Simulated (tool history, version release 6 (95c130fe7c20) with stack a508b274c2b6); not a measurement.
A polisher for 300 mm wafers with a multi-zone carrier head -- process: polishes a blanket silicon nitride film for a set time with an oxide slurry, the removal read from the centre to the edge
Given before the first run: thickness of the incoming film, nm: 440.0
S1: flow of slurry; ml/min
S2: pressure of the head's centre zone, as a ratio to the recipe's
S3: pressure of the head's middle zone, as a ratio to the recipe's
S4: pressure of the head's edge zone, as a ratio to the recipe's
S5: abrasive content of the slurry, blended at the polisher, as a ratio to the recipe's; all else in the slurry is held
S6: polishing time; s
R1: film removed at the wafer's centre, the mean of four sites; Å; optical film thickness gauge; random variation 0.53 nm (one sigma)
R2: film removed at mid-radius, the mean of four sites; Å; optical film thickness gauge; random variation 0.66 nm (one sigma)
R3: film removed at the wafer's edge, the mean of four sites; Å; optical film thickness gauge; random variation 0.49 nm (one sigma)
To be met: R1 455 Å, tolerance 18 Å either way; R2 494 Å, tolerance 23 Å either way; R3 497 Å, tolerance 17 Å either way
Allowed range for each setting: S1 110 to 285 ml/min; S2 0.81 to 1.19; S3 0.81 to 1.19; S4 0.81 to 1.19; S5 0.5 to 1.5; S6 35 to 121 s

| run | hour | S1 | S2 | S3 | S4 | S5 | S6 | R1 | R2 | R3 |
|---|---|---|---|---|---|---|---|---|---|---|
| 1 | 0 | 180 | 1 | 1 | 1 | 1 | 78 | 628.37 | 641.91 | 641 |
| 2 | 6 | 220 | 1 | 1 | 1 | 1 | 78 | 653.25 | 667.02 | 670.79 |
| 3 | 12.4 | 220 | 1 | 0.94 | 1 | 1 | 78 | 651.93 | 624.43 | 661.5 |
| 4 | 16.7 | 210 | 0.98 | 0.93 | 0.98 | 0.95 | 78 | 631.2 | 609.88 | 630.45 |
| 5 | 24 | 200 | 0.96 | 0.92 | 0.98 | 0.9 | 78 | 597.41 | 584.14 | 617.28 |
| 6 | 29.2 | 200 | 0.96 | 0.92 | 0.98 | 0.8 | 78 | 571.27 | 540.96 | 580.15 |
| 7 | 38.2 | 195 | 0.94 | 0.92 | 0.97 | 0.8 | 78 | 557.38 | 564.91 | 581.2 |
| 8 | 43.1 | 190 | 0.93 | 0.91 | 0.96 | 0.75 | 78 | 545.55 | 533.17 | 575.23 |

5 candidate next runs follow, results not yet known. Just one meets every target within its allowed miss. Identify it.
| A | 48 | 220 | 1.01 | 1.16 | 0.82 | 0.95 | 63 | ? | ? | ? |
| B | 48 | 170 | 0.81 | 0.98 | 0.92 | 0.8 | 82 | ? | ? | ? |
| C | 48 | 185 | 0.9 | 0.98 | 0.98 | 0.7 | 70 | ? | ? | ? |
| D | 48 | 180 | 0.92 | 1.08 | 0.85 | 1 | 65 | ? | ? | ? |
| E | 48 | 225 | 1 | 1.03 | 0.82 | 0.9 | 58 | ? | ? | ? |

| move | R1 | R2 | R3 |
|---|---|---|---|
| A | 528.55 | 599.77 | 472.47 |
| B | 525.16 | 605.02 | 586.5 |
| C | 462.37 | 495.12 | 492.66 |
| D | 503.05 | 575.83 | 494.26 |
| E | 473.97 | 489.87 | 427.32 |
A: closer than the last run, but not yet in spec
B: just as far off the targets as the last run
C: hits every target within its allowed miss
D: closer than the last run, but not yet in spec
E: closer than the last run, but not yet in spec
So the answer is move C, the one that meets all the targets.

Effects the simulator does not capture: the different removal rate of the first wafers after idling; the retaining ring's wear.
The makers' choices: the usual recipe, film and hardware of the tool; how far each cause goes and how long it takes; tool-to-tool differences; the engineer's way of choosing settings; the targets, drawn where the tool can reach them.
